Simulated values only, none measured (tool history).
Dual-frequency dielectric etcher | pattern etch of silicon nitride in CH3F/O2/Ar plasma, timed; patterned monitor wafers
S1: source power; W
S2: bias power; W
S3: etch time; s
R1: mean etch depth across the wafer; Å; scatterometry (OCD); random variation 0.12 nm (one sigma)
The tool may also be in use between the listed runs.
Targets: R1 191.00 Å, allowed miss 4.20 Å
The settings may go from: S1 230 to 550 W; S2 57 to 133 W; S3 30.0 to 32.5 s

run,day,S1,S2,S3,R1
1,0.000,390,95,32.5,223.15
2,0.225,390,95,32.5,224.27
3,0.483,370,94,32.5,219.34
4,0.592,360,93,32.5,216.80
5,0.825,420,93,32.5,228.65
6,1.029,420,93,32.5,229.75
7,1.138,400,92,32.5,225.35
8,1.288,380,91,32.5,218.56
9,1.438,370,90,32.5,217.55
10,1.508,370,90,32.5,219.72
11,1.825,360,89,32.0,210.40
12,2.000,350,88,32.0,206.64
13,2.233,340,88,32.0,208.13
14,2.579,260,78,31.5,180.67
15,2.696,270,78,31.5,182.33

5 next moves are on the table. One of them brings every result within its allowed miss. Which?
A,2.812,290,77,31.0,?
B,2.812,280,70,30.5,?
C,2.812,320,82,31.0,?
D,2.812,270,81,30.0,?
E,2.812,280,69,31.0,?

move,R1
A,182.78
B,172.63
C,192.19
D,176.03
E,174.67
A: nearer than the last run, and not there yet
B: further off than the last run
C: meets every target
D: further off than the last run
E: further off than the last run
Move C is the one to make.

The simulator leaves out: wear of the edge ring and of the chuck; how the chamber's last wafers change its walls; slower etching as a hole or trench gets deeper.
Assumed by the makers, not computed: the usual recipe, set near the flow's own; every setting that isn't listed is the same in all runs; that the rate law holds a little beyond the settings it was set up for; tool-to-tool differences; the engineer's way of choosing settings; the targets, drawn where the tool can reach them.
